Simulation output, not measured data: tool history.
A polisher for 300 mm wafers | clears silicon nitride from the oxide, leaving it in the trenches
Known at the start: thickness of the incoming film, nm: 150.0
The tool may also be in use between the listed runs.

run	hour	flow of slurry (ml/min)	pressure of the wafer on the pad (psi)	speed of the pad under the wafer (cm/s)	overpolish time after the end point (s)	time until the end point was called (s)
1	0.0	285	2.8	102	7	148.34
2	8.8	285	2.5	100	7	168.52
3	10.3	285	2.5	124	7	136.37
4	15.9	240	2.5	124	7	138.81
5	21.8	240	2.5	148	7	117.95
6	29.3	235	2.2	136	7	143.19
7	30.0	230	2.0	128	7	166.80

The next listed run, before its measurement:
8	36.0	225	1.3	102	7	?

Run 8 gave time until the end point was called (s) 317.63.
